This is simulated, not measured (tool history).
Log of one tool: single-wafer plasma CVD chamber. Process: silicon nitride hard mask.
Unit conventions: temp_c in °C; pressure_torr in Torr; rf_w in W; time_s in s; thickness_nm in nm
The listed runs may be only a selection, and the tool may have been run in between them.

run 1 day=0 | temp_c=395 pressure_torr=1.79 rf_w=260 time_s=56.8 | thickness_nm=58.886
run 2 day=0.238 | temp_c=395 pressure_torr=1.79 rf_w=260 time_s=58.7 | thickness_nm=60.898
run 3 day=0.588 | temp_c=395 pressure_torr=1.79 rf_w=230 time_s=58.7 | thickness_nm=56.066
run 4 day=0.879 | temp_c=395 pressure_torr=1.48 rf_w=230 time_s=58.7 | thickness_nm=52.559
run 5 day=1.217 | temp_c=395 pressure_torr=1.48 rf_w=245 time_s=58.7 | thickness_nm=55.007
run 6 day=1.533 | temp_c=395 pressure_torr=1.51 rf_w=245 time_s=58.7 | thickness_nm=54.999
run 7 day=1.871 | temp_c=395 pressure_torr=1.54 rf_w=245 time_s=58.7 | thickness_nm=55.711
run 8 day=2.233 | temp_c=395 pressure_torr=1.56 rf_w=245 time_s=58.7 | thickness_nm=56.054
run 9 day=2.496 | temp_c=395 pressure_torr=1.58 rf_w=245 time_s=58.7 | thickness_nm=55.883

Expected results for the next run?
run 10 day=2.733 | temp_c=395 pressure_torr=1.6 rf_w=245 time_s=58.7 | thickness_nm=?

Run 10 yielded thickness_nm 56.463 nm.

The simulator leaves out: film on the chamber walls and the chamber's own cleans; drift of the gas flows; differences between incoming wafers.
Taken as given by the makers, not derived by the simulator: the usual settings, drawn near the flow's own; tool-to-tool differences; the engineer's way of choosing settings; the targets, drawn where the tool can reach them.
